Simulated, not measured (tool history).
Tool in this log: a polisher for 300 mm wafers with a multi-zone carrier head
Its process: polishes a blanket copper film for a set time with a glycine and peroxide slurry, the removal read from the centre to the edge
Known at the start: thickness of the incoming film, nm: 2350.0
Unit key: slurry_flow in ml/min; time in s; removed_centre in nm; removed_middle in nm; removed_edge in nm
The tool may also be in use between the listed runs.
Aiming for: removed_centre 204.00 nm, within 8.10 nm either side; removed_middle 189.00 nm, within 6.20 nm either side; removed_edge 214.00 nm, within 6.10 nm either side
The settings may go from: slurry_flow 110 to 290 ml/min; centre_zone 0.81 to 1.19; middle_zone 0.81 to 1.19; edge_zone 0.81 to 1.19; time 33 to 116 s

| run | hour | slurry_flow | centre_zone | middle_zone | edge_zone | time | removed_centre | removed_middle | removed_edge |
|---|---|---|---|---|---|---|---|---|---|
| 1 | 0.0 | 185 | 1.00 | 1.00 | 1.00 | 74 | 293.56 | 291.16 | 294.05 |
| 2 | 5.1 | 185 | 1.00 | 1.00 | 0.95 | 74 | 281.85 | 287.90 | 288.53 |
| 3 | 11.2 | 210 | 1.00 | 1.00 | 0.95 | 74 | 285.01 | 298.80 | 288.78 |
| 4 | 12.8 | 210 | 1.00 | 1.00 | 0.95 | 86 | 335.81 | 347.72 | 340.10 |
| 5 | 19.5 | 195 | 1.00 | 1.00 | 0.95 | 86 | 330.99 | 340.60 | 341.86 |
| 6 | 21.6 | 185 | 0.99 | 0.96 | 0.93 | 78 | 304.07 | 301.71 | 300.43 |
| 7 | 29.3 | 165 | 0.96 | 0.94 | 0.97 | 70 | 259.36 | 260.55 | 271.47 |
| 8 | 37.9 | 155 | 0.95 | 0.91 | 0.97 | 66 | 240.55 | 240.56 | 255.19 |
| 9 | 42.0 | 145 | 0.95 | 0.88 | 0.97 | 63 | 223.35 | 221.68 | 243.66 |
| 10 | 43.9 | 125 | 0.99 | 0.81 | 0.88 | 56 | 204.32 | 184.84 | 206.69 |
| 11 | 48.3 | 130 | 0.98 | 0.81 | 0.89 | 56 | 207.87 | 184.57 | 209.41 |
| 12 | 53.6 | 130 | 0.97 | 0.81 | 0.90 | 56 | 202.27 | 185.64 | 205.60 |

Of the 5 settings listed for the next run, only one would bring every result within its allowed miss of target. Which one?
| A | 58.9 | 115 | 0.98 | 0.85 | 0.97 | 56 | ? | ? | ? |
| B | 58.9 | 160 | 0.94 | 0.88 | 0.88 | 56 | ? | ? | ? |
| C | 58.9 | 150 | 1.06 | 0.87 | 0.82 | 54 | ? | ? | ? |
| D | 58.9 | 110 | 0.99 | 0.84 | 0.91 | 55 | ? | ? | ? |
| E | 58.9 | 150 | 1.04 | 0.85 | 0.92 | 54 | ? | ? | ? |

| move | removed_centre | removed_middle | removed_edge |
|---|---|---|---|
| A | 204.18 | 186.69 | 211.82 |
| B | 202.94 | 197.73 | 207.06 |
| C | 219.34 | 187.81 | 192.62 |
| D | 201.61 | 181.01 | 201.32 |
| E | 215.14 | 184.64 | 202.93 |
A: meets every target
B: no nearer and no further than the last run
C: further off than the last run
D: further off than the last run
E: further off than the last run
Go with A: it meets all targets.
